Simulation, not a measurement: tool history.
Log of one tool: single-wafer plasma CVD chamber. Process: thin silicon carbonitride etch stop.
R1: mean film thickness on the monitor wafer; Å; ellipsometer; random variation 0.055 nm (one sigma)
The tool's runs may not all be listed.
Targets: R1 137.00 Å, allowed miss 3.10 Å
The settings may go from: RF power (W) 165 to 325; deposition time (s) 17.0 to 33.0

Run 1, hour 0.0: RF power (W) 245, deposition time (s) 25.0. Result: R1 153.76 Å.
Run 2, hour 4.0: RF power (W) 275, deposition time (s) 25.0. Result: R1 157.74 Å.
Run 3, hour 5.5: RF power (W) 240, deposition time (s) 25.0. Result: R1 152.93 Å.
Run 4, hour 11.1: RF power (W) 235, deposition time (s) 24.8. Result: R1 150.99 Å.
Run 5, hour 14.5: RF power (W) 260, deposition time (s) 24.8. Result: R1 154.49 Å.
Run 6, hour 15.6: RF power (W) 255, deposition time (s) 24.5. Result: R1 151.97 Å.
Run 7, hour 22.1: RF power (W) 250, deposition time (s) 24.3. Result: R1 150.08 Å.
Run 8, hour 30.3: RF power (W) 245, deposition time (s) 24.1. Result: R1 148.65 Å.
Run 9, hour 37.3: RF power (W) 240, deposition time (s) 23.9. Result: R1 147.40 Å.
Run 10, hour 44.8: RF power (W) 240, deposition time (s) 23.7. Result: R1 146.02 Å.
Run 11, hour 48.4: RF power (W) 240, deposition time (s) 23.6. Result: R1 144.33 Å.
Run 12, hour 51.5: RF power (W) 240, deposition time (s) 23.5. Result: R1 144.57 Å.
Run 13, hour 56.3: RF power (W) 240, deposition time (s) 23.4. Result: R1 143.51 Å.
Run 14, hour 65.2: RF power (W) 240, deposition time (s) 23.3. Result: R1 142.92 Å.

5 next moves are on the table. One of them brings every result within its allowed miss. Which?
Run A, hour 74.1: RF power (W) 255, deposition time (s) 24.5. Result: R1 ?.
Run B, hour 74.1: RF power (W) 290, deposition time (s) 21.2. Result: R1 ?.
Run C, hour 74.1: RF power (W) 265, deposition time (s) 22.8. Result: R1 ?.
Run D, hour 74.1: RF power (W) 245, deposition time (s) 23.9. Result: R1 ?.
Run E, hour 74.1: RF power (W) 275, deposition time (s) 22.9. Result: R1 ?.

move      R1
   A  152.74
   B  136.42
   C  143.48
   D  147.56
   E  145.43
A: further off than the last run
B: meets every target
C: further off than the last run
D: further off than the last run
E: further off than the last run
The right move is B.
